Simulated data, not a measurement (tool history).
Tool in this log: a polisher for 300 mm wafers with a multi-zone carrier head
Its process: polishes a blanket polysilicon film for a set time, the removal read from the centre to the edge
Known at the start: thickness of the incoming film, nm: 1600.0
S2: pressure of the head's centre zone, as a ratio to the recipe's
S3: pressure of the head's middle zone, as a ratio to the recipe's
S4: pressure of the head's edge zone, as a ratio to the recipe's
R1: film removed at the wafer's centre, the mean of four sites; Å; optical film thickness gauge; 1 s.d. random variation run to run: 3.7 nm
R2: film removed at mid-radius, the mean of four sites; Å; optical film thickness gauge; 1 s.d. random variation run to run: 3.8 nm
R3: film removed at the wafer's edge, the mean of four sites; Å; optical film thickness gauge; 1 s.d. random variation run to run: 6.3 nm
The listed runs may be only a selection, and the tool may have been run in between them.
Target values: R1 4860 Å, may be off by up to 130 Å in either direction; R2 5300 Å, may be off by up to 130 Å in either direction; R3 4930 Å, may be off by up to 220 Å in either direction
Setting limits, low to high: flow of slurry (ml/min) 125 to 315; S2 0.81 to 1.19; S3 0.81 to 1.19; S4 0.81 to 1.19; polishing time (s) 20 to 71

run 1 day=0 | flow_of_slurry_(ml/min)=205 S2=1 S3=1 S4=1 polishing_time_(s)=45 | R1=6075.3 R2=6313 R3=6521.3
run 2 day=0.367 | flow_of_slurry_(ml/min)=225 S2=1 S3=1 S4=1 polishing_time_(s)=45 | R1=6167 R2=6382.5 R3=6454.6
run 3 day=0.517 | flow_of_slurry_(ml/min)=225 S2=1.08 S3=1 S4=1 polishing_time_(s)=45 | R1=6558.7 R2=6475.9 R3=6459.4
run 4 day=0.704 | flow_of_slurry_(ml/min)=230 S2=1.06 S3=1 S4=0.98 polishing_time_(s)=44 | R1=6428.8 R2=6326.5 R3=6414.1
run 5 day=0.725 | flow_of_slurry_(ml/min)=230 S2=0.97 S3=1 S4=0.98 polishing_time_(s)=44 | R1=5931.1 R2=6323.9 R3=6208
run 6 day=1.062 | flow_of_slurry_(ml/min)=230 S2=0.97 S3=0.94 S4=0.98 polishing_time_(s)=44 | R1=5957.5 R2=6028 R3=6488.2
run 7 day=1.117 | flow_of_slurry_(ml/min)=230 S2=0.97 S3=0.95 S4=0.97 polishing_time_(s)=43 | R1=5760.8 R2=5857.2 R3=6154.4
run 8 day=1.358 | flow_of_slurry_(ml/min)=230 S2=0.96 S3=0.95 S4=0.95 polishing_time_(s)=42 | R1=5678.9 R2=5779 R3=5935.3
run 9 day=1.633 | flow_of_slurry_(ml/min)=230 S2=0.96 S3=0.95 S4=0.95 polishing_time_(s)=42 | R1=5590 R2=5886.7 R3=5825
run 10 day=1.796 | flow_of_slurry_(ml/min)=225 S2=0.96 S3=0.94 S4=0.94 polishing_time_(s)=42 | R1=5522.3 R2=5693 R3=6005.4
run 11 day=2.088 | flow_of_slurry_(ml/min)=255 S2=0.97 S3=1.02 S4=0.91 polishing_time_(s)=33 | R1=4540.5 R2=4864.8 R3=4584.8
run 12 day=2.279 | flow_of_slurry_(ml/min)=255 S2=0.97 S3=1.03 S4=0.92 polishing_time_(s)=33 | R1=4495.1 R2=4870.4 R3=4675
run 13 day=2.617 | flow_of_slurry_(ml/min)=260 S2=0.98 S3=1.04 S4=0.93 polishing_time_(s)=33 | R1=4518.8 R2=4910.9 R3=4514.5
run 14 day=2.958 | flow_of_slurry_(ml/min)=255 S2=0.98 S3=1.04 S4=0.93 polishing_time_(s)=33 | R1=4546.8 R2=4934.7 R3=4629.8
run 15 day=3.05 | flow_of_slurry_(ml/min)=255 S2=0.98 S3=1.05 S4=0.94 polishing_time_(s)=33 | R1=4527.9 R2=4967.5 R3=4651.2
run 16 day=3.3 | flow_of_slurry_(ml/min)=255 S2=0.99 S3=1.05 S4=0.95 polishing_time_(s)=33 | R1=4569 R2=4971.8 R3=4731.2
run 17 day=3.55 | flow_of_slurry_(ml/min)=255 S2=1 S3=1.06 S4=0.95 polishing_time_(s)=33 | R1=4638.5 R2=4987.1 R3=4678.4
run 18 day=3.683 | flow_of_slurry_(ml/min)=255 S2=1 S3=1.07 S4=0.96 polishing_time_(s)=33 | R1=4627.4 R2=5066.9 R3=4738.6
run 19 day=3.867 | flow_of_slurry_(ml/min)=265 S2=1.02 S3=1.09 S4=0.99 polishing_time_(s)=33 | R1=4687.3 R2=5159.5 R3=4736.9

Which single option among these 4 for the next run brings every result within its allowed miss of target? Just one does.
run A day=4.05 | flow_of_slurry_(ml/min)=245 S2=0.99 S3=1.04 S4=1.07 polishing_time_(s)=38 | R1=? R2=? R3=?
run B day=4.05 | flow_of_slurry_(ml/min)=200 S2=0.86 S3=1.08 S4=1.06 polishing_time_(s)=38 | R1=? R2=? R3=?
run C day=4.05 | flow_of_slurry_(ml/min)=265 S2=1.02 S3=1.09 S4=0.99 polishing_time_(s)=34 | R1=? R2=? R3=?
run D day=4.05 | flow_of_slurry_(ml/min)=265 S2=0.97 S3=1.1 S4=0.91 polishing_time_(s)=32 | R1=? R2=? R3=?

move=A R1=5148.3 R2=5611.6 R3=5808.1
move=B R1=4447.6 R2=5624.6 R3=5661.3
move=C R1=4772.5 R2=5253.1 R3=5034.4
move=D R1=4307.3 R2=4980.8 R3=4553.4
A: moves the result that the last run missed by most past its target, out the other side
B: lands further from the targets than the last run did
C: every result lands within tolerance
D: lands further from the targets than the last run did
The move that meets every target is C.
